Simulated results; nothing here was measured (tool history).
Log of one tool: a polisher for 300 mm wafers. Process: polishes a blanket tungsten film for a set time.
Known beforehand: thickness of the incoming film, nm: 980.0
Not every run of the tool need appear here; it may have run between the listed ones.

| run | day | flow of slurry (ml/min) | pressure of the wafer on the pad (psi) | speed of the pad under the wafer (cm/s) | abrasive content of the slurry | polishing time (s) | film removed (nm) |
|---|---|---|---|---|---|---|---|
| 1 | 0.000 | 300 | 3.8 | 92 | 1.0 | 32 | 106.33 |
| 2 | 0.246 | 300 | 4.1 | 92 | 1.0 | 32 | 113.08 |
| 3 | 0.562 | 300 | 4.1 | 100 | 1.0 | 32 | 120.83 |
| 4 | 0.812 | 300 | 4.1 | 100 | 1.0 | 28 | 107.23 |
| 5 | 0.938 | 300 | 4.1 | 100 | 1.0 | 32 | 121.68 |
| 6 | 1.096 | 300 | 4.5 | 100 | 1.0 | 32 | 133.10 |

Predict the results of run 7:
| 7 | 1.283 | 300 | 4.6 | 100 | 1.0 | 32 | ? |

{"run 7": {"film removed (nm)": 134.12}}
